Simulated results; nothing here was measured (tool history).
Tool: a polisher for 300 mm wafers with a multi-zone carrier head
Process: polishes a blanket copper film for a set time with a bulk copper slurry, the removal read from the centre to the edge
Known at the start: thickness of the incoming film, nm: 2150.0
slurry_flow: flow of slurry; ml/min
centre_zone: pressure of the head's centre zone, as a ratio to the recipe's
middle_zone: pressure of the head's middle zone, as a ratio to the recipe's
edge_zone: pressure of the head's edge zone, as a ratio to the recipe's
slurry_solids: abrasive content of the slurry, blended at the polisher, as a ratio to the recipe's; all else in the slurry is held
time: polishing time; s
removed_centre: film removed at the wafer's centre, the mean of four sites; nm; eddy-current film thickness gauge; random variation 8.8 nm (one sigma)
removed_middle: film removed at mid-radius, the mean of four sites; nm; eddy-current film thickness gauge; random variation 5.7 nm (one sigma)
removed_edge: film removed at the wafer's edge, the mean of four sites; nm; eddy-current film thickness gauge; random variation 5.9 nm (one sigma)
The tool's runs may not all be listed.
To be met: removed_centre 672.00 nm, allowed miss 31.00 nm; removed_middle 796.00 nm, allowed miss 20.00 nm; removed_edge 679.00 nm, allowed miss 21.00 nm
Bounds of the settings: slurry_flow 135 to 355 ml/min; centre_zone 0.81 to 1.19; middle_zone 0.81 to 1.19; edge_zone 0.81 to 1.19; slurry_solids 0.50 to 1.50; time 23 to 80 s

Run 1, hour 0.0: slurry_flow 225 ml/min, centre_zone 1.00, middle_zone 1.00, edge_zone 1.00, slurry_solids 1.00, time 51 s. Result: removed_centre 830.64 nm, removed_middle 817.89 nm, removed_edge 809.07 nm.
Run 2, hour 1.5: slurry_flow 225 ml/min, centre_zone 1.00, middle_zone 1.00, edge_zone 1.00, slurry_solids 1.00, time 61 s. Result: removed_centre 991.56 nm, removed_middle 980.90 nm, removed_edge 977.57 nm.
Run 3, hour 4.5: slurry_flow 225 ml/min, centre_zone 1.00, middle_zone 1.00, edge_zone 1.00, slurry_solids 1.00, time 71 s. Result: removed_centre 1159.40 nm, removed_middle 1142.80 nm, removed_edge 1138.70 nm.
Run 4, hour 13.4: slurry_flow 225 ml/min, centre_zone 1.00, middle_zone 1.00, edge_zone 1.00, slurry_solids 1.00, time 77 s. Result: removed_centre 1258.10 nm, removed_middle 1249.90 nm, removed_edge 1241.20 nm.
Run 5, hour 19.6: slurry_flow 280 ml/min, centre_zone 1.00, middle_zone 1.00, edge_zone 1.00, slurry_solids 1.00, time 77 s. Result: removed_centre 1274.50 nm, removed_middle 1271.00 nm, removed_edge 1271.00 nm.
Run 6, hour 20.7: slurry_flow 280 ml/min, centre_zone 1.00, middle_zone 1.00, edge_zone 0.92, slurry_solids 1.00, time 77 s. Result: removed_centre 1281.20 nm, removed_middle 1275.10 nm, removed_edge 1230.60 nm.
Run 7, hour 26.7: slurry_flow 275 ml/min, centre_zone 0.98, middle_zone 1.01, edge_zone 0.90, slurry_solids 0.90, time 73 s. Result: removed_centre 1194.60 nm, removed_middle 1192.90 nm, removed_edge 1138.20 nm.
Run 8, hour 29.6: slurry_flow 275 ml/min, centre_zone 0.96, middle_zone 1.03, edge_zone 0.89, slurry_solids 0.85, time 68 s. Result: removed_centre 1047.20 nm, removed_middle 1109.60 nm, removed_edge 1030.60 nm.
Run 9, hour 35.5: slurry_flow 275 ml/min, centre_zone 0.95, middle_zone 1.04, edge_zone 0.88, slurry_solids 0.80, time 65 s. Result: removed_centre 970.27 nm, removed_middle 1066.70 nm, removed_edge 969.94 nm.
Run 10, hour 38.7: slurry_flow 255 ml/min, centre_zone 0.93, middle_zone 1.06, edge_zone 0.81, slurry_solids 0.55, time 51 s. Result: removed_centre 705.34 nm, removed_middle 773.10 nm, removed_edge 663.80 nm.
Run 11, hour 40.0: slurry_flow 255 ml/min, centre_zone 0.92, middle_zone 1.06, edge_zone 0.81, slurry_solids 0.55, time 51 s. Result: removed_centre 695.87 nm, removed_middle 764.09 nm, removed_edge 663.54 nm.

Which of these 5 next moves meets every target?
Run A, hour 41.3: slurry_flow 285 ml/min, centre_zone 0.90, middle_zone 0.99, edge_zone 0.88, slurry_solids 0.55, time 49 s. Result: removed_centre ?, removed_middle ?, removed_edge ?.
Run B, hour 41.3: slurry_flow 240 ml/min, centre_zone 0.81, middle_zone 0.98, edge_zone 0.95, slurry_solids 0.65, time 51 s. Result: removed_centre ?, removed_middle ?, removed_edge ?.
Run C, hour 41.3: slurry_flow 350 ml/min, centre_zone 0.90, middle_zone 1.09, edge_zone 0.84, slurry_solids 0.55, time 50 s. Result: removed_centre ?, removed_middle ?, removed_edge ?.
Run D, hour 41.3: slurry_flow 265 ml/min, centre_zone 0.99, middle_zone 1.12, edge_zone 1.01, slurry_solids 0.80, time 48 s. Result: removed_centre ?, removed_middle ?, removed_edge ?.
Run E, hour 41.3: slurry_flow 205 ml/min, centre_zone 0.81, middle_zone 1.05, edge_zone 0.88, slurry_solids 0.50, time 56 s. Result: removed_centre ?, removed_middle ?, removed_edge ?.

move  removed_centre  removed_middle  removed_edge
   A          645.31          707.50        671.61
   B          612.81          742.81        734.44
   C          673.51          799.18        683.82
   D          750.91          830.07        746.72
   E          618.95          797.03        726.67
A: further off than the last run
B: further off than the last run
C: meets every target
D: takes the result that was furthest off past its target
E: brings the result that was furthest off to its target, and leaves another outside
Answer: C

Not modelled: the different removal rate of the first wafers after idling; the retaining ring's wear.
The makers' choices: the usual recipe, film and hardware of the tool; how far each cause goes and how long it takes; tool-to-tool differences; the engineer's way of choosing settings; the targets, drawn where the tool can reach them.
